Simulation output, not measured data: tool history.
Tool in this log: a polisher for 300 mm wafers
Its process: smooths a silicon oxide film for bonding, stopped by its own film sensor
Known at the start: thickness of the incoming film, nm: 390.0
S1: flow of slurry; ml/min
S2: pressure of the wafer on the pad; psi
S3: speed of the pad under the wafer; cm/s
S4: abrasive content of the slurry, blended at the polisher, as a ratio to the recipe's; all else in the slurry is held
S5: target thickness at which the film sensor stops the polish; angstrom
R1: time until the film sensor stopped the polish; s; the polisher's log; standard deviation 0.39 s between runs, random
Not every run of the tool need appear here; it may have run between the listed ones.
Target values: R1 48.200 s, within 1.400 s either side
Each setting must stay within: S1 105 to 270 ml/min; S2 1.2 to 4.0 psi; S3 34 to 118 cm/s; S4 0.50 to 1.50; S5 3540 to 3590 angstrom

run  hour   S1   S2  S3    S4    S5      R1
  1   0.0  175  2.6  76  1.00  3540  39.032
  2   2.8  175  2.3  76  1.00  3540  44.411
  3   9.4  175  2.0  76  1.00  3540  51.192
  4  17.8  180  2.0  76  1.00  3540  50.779
  5  22.5  180  2.0  76  0.85  3540  54.011
  6  23.6  185  2.0  76  0.85  3540  53.522
  7  27.6  190  2.0  76  0.85  3540  53.882
  8  30.6  190  2.1  76  0.85  3540  51.665

Which one of the following 4 next-run settings gets every result inside its allowed miss? There is exactly one.
  A  33.6  190  2.0  82  0.65  3550   ?
  B  33.6  190  2.3  74  0.70  3540   ?
  C  33.6  145  1.8  84  0.95  3590   ?
  D  33.6  205  1.6  90  0.85  3570   ?

move      R1
   A  56.062
   B  52.295
   C  47.767
   D  53.600
A: lands further from the targets than the last run did
B: lands further from the targets than the last run did
C: meets every target
D: lands further from the targets than the last run did
Move C is the one to make.
